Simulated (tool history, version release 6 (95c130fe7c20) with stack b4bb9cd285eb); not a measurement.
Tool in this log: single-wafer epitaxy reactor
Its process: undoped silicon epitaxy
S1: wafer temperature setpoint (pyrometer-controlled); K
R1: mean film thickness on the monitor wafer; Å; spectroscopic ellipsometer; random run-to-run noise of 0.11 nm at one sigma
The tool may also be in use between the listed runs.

{"run": 1, "day": 0.0, "S1": 923.15, "deposition time (s)": 239, "R1": 424.81}
{"run": 2, "day": 0.129, "S1": 921.15, "deposition time (s)": 239, "R1": 398.92}
{"run": 3, "day": 0.358, "S1": 927.15, "deposition time (s)": 239, "R1": 468.5}
{"run": 4, "day": 0.529, "S1": 927.15, "deposition time (s)": 256, "R1": 500.42}
{"run": 5, "day": 0.796, "S1": 927.15, "deposition time (s)": 274, "R1": 535.68}
{"run": 6, "day": 0.962, "S1": 934.15, "deposition time (s)": 274, "R1": 633.74}
{"run": 7, "day": 1.067, "S1": 929.15, "deposition time (s)": 273, "R1": 561.6}
{"run": 8, "day": 1.162, "S1": 925.15, "deposition time (s)": 272, "R1": 505.07}
{"run": 9, "day": 1.225, "S1": 922.15, "deposition time (s)": 271, "R1": 467.64}
{"run": 10, "day": 1.292, "S1": 919.15, "deposition time (s)": 270, "R1": 432.93}
{"run": 11, "day": 1.417, "S1": 917.15, "deposition time (s)": 270, "R1": 410.81}
{"run": 12, "day": 1.512, "S1": 915.15, "deposition time (s)": 270, "R1": 388.66}
{"run": 13, "day": 1.688, "S1": 914.15, "deposition time (s)": 270, "R1": 379.24}
{"run": 14, "day": 2.046, "S1": 913.15, "deposition time (s)": 270, "R1": 369.7}
{"run": 15, "day": 2.133, "S1": 912.15, "deposition time (s)": 270, "R1": 360.82}

Predict the results of run 16:
{"run": 16, "day": 2.333, "S1": 905.15, "deposition time (s)": 269, "R1": "?"}

Run 16 came out at R1 302.38 Å.

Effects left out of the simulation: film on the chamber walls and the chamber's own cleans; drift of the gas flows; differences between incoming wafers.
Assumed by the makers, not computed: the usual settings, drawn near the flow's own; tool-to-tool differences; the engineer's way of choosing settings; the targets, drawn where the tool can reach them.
